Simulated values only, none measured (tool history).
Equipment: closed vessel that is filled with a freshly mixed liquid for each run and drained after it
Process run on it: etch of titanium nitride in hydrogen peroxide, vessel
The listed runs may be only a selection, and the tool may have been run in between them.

run,day,temperature setpoint of the liquid (K),concentration of hydrogen peroxide in the mixed liquid (% by weight),time in the liquid (s),thickness taken off the titanium nitride on a monitor wafer (angstrom)
1,0,323.15,20,345,140.43
2,0.279,324.65,20,345,155.87
3,0.646,329.65,20,345,221.19
4,0.671,330.15,20,345,230.86
5,0.95,330.65,20,345,236.43
6,1.275,330.65,17,345,229.38
7,1.346,331.15,17,345,237.93
8,1.496,331.65,17,345,248.28

What does the tool deliver on the next run?
9,1.779,331.65,17,345,?

thickness taken off the titanium nitride on a monitor wafer (angstrom): 245.63
